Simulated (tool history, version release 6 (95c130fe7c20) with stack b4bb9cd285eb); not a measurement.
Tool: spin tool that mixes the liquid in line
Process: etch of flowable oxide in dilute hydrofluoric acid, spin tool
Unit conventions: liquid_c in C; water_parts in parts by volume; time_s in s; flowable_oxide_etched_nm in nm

run 1 hour=0.0 | liquid_c=23.0 water_parts=100 time_s=50 | flowable_oxide_etched_nm=13.609
run 2 hour=5.1 | liquid_c=23.0 water_parts=100 time_s=50 | flowable_oxide_etched_nm=13.459
run 3 hour=6.7 | liquid_c=23.0 water_parts=65 time_s=50 | flowable_oxide_etched_nm=21.691
run 4 hour=11.5 | liquid_c=23.0 water_parts=85 time_s=50 | flowable_oxide_etched_nm=16.218
run 5 hour=20.4 | liquid_c=24.5 water_parts=80 time_s=50 | flowable_oxide_etched_nm=18.497
run 6 hour=27.0 | liquid_c=24.5 water_parts=65 time_s=50 | flowable_oxide_etched_nm=23.181
run 7 hour=34.6 | liquid_c=25.5 water_parts=65 time_s=50 | flowable_oxide_etched_nm=23.941
run 8 hour=36.3 | liquid_c=26.0 water_parts=65 time_s=50 | flowable_oxide_etched_nm=24.756

Run 9 comes next. What will it give?
run 9 hour=37.6 | liquid_c=26.5 water_parts=65 time_s=50 | flowable_oxide_etched_nm=?

Run 9 produced flowable_oxide_etched_nm 25.094 nm.

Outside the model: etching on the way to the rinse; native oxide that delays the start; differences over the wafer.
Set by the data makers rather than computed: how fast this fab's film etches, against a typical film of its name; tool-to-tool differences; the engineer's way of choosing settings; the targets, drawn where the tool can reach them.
